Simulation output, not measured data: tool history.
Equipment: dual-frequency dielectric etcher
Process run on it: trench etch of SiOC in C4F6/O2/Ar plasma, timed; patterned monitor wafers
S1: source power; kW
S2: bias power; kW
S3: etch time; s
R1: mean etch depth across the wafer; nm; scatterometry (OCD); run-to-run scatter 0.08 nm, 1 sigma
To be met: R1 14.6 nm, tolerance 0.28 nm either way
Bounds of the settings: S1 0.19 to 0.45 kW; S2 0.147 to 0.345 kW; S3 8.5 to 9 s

run,hour,S1,S2,S3,R1
1,0,0.32,0.246,9,18.128
2,6.8,0.32,0.211,9,16.916
3,15.6,0.32,0.211,9,16.982
4,17.5,0.32,0.23,9,17.496
5,20.4,0.32,0.23,8.5,16.606
6,24.5,0.29,0.226,8.5,15.99
7,33.4,0.27,0.224,8.5,15.425
8,35.8,0.26,0.223,8.5,14.94
9,44.7,0.26,0.223,8.5,15.15
10,49.6,0.23,0.218,8.5,14.163

Which of these 5 next moves meets every target?
A,54.5,0.27,0.196,9,?
B,54.5,0.19,0.236,8.5,?
C,54.5,0.27,0.203,9,?
D,54.5,0.26,0.18,9,?
E,54.5,0.2,0.291,8.5,?

move,R1
A,15.333
B,13.637
C,15.58
D,14.516
E,15.319
A: takes the biggest miss from the last run beyond its target
B: misses by more than the last run did
C: takes the biggest miss from the last run beyond its target
D: all results in spec
E: takes the biggest miss from the last run beyond its target
Go with D: it meets all targets.
